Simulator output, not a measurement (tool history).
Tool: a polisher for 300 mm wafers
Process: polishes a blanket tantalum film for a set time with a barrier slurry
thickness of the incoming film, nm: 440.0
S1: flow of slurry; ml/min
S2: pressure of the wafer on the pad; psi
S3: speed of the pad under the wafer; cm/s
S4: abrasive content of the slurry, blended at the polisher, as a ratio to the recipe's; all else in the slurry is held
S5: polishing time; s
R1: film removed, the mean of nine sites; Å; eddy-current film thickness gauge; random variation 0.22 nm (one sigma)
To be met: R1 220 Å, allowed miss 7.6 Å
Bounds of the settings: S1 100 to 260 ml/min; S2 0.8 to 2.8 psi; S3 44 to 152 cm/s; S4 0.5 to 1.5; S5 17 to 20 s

run 1 day=0 | S1=165 S2=1.8 S3=98 S4=1 S5=20 | R1=292.96
run 2 day=0.304 | S1=165 S2=1.8 S3=98 S4=1 S5=20 | R1=294.61
run 3 day=0.442 | S1=185 S2=1.8 S3=98 S4=1 S5=20 | R1=293.94
run 4 day=0.633 | S1=185 S2=1.7 S3=98 S4=1 S5=20 | R1=285.75
run 5 day=0.9 | S1=185 S2=1.6 S3=98 S4=1 S5=20 | R1=263.74
run 6 day=1.079 | S1=185 S2=1.6 S3=98 S4=1.2 S5=20 | R1=275.58
run 7 day=1.425 | S1=180 S2=1.4 S3=98 S4=1.2 S5=20 | R1=240.01
run 8 day=1.754 | S1=175 S2=1.4 S3=98 S4=1.2 S5=20 | R1=243.41

Which of these 5 next moves meets every target?
run A day=2.083 | S1=185 S2=1.3 S3=96 S4=1.4 S5=18 | R1=?
run B day=2.083 | S1=205 S2=1.5 S3=106 S4=1.25 S5=18 | R1=?
run C day=2.083 | S1=165 S2=1.4 S3=104 S4=1.15 S5=19 | R1=?
run D day=2.083 | S1=180 S2=1.4 S3=88 S4=1.3 S5=18 | R1=?
run E day=2.083 | S1=175 S2=1.4 S3=96 S4=1.5 S5=18 | R1=?

move=A R1=204.65
move=B R1=252.83
move=C R1=234.27
move=D R1=201.79
move=E R1=220.43
A: takes the result that was furthest off past its target
B: further off than the last run
C: nearer than the last run, and not there yet
D: takes the result that was furthest off past its target
E: meets every target
The right move is E.
